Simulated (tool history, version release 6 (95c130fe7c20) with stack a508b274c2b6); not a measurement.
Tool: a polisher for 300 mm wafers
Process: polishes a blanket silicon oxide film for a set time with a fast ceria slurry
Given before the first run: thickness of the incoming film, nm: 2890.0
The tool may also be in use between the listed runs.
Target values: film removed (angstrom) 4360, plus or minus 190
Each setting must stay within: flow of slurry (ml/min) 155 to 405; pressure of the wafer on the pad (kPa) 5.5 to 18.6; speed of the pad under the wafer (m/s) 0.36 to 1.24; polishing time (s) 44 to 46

run,hour,flow of slurry (ml/min),pressure of the wafer on the pad (kPa),speed of the pad under the wafer (m/s),polishing time (s),film removed (angstrom)
1,0,260,11.7,0.8,44,3057.7
2,5.4,325,11.7,0.8,44,3073.8
3,6.4,325,10.3,0.8,44,2823.3
4,7.7,325,10.3,0.8,44,2802.9
5,9.9,325,11,0.8,44,3006.2
6,18.5,325,12.4,0.8,44,3364.5
7,22.4,325,13.8,0.8,44,3771.8
8,23.3,325,14.5,0.8,44,4012

4 candidate next runs follow, results not yet known. Just one meets every target within its allowed miss. Identify it.
A,24.2,310,16.5,0.68,45,?
B,24.2,350,17.2,0.72,45,?
C,24.2,360,11.7,0.88,46,?
D,24.2,370,12.4,0.84,44,?

move,film removed (angstrom)
A,3879.4
B,4311.4
C,3684.2
D,3567.9
A: its largest miss is bigger than the last run's
B: meets every target
C: its largest miss is bigger than the last run's
D: its largest miss is bigger than the last run's
The right move is B.
